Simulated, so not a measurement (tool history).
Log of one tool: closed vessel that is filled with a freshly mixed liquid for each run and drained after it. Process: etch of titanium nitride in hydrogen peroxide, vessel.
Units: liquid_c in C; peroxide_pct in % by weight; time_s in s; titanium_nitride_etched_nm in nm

run,hour,liquid_c,peroxide_pct,time_s,titanium_nitride_etched_nm
1,0,46,21.5,370,22.601
2,6.1,46,21.5,370,22.913
3,7.7,48.5,21.5,370,26.991
4,16.2,50.5,21.5,370,31.773
5,20.3,50.5,23.5,370,32.307
6,23.5,50.5,26,370,32.774

Forecast run 7:
7,28.1,51.5,26,370,?

Run 7 gave titanium_nitride_etched_nm 35.42 nm.
